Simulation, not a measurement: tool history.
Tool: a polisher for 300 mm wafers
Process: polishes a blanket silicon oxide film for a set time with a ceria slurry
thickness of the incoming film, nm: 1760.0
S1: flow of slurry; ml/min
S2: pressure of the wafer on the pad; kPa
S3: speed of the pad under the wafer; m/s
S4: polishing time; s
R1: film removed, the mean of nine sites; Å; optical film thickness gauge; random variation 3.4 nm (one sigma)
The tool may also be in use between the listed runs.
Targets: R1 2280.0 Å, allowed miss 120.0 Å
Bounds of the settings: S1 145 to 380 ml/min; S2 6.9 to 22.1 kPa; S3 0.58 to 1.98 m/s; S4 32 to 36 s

run	day	S1	S2	S3	S4	R1
1	0.000	245	14.5	1.28	36	1649.2
2	0.050	195	14.5	1.28	36	1627.6
3	0.238	195	14.5	1.28	32	1438.8
4	0.508	195	14.5	1.28	36	1623.7
5	0.692	195	14.5	0.98	36	1264.9
6	0.892	195	16.5	1.00	36	1446.2
# day 0.946: head pressure recalibrated
7	0.946	195	17.9	1.04	36	1521.4
8	1.142	195	18.6	1.12	36	1655.5
9	1.167	195	19.3	1.18	36	1750.2

Which of these 5 next moves meets every target?
A	1.192	215	21.4	0.92	32	?
B	1.192	165	22.1	1.50	36	?
C	1.192	260	17.2	1.16	33	?
D	1.192	225	20.0	1.58	32	?
E	1.192	190	20.0	1.64	36	?

move	R1
A	1428.4
B	2555.6
C	1526.3
D	2271.7
E	2589.9
A: further off than the last run
B: takes the result that was furthest off past its target
C: further off than the last run
D: meets every target
E: takes the result that was furthest off past its target
Move D is the one to make.
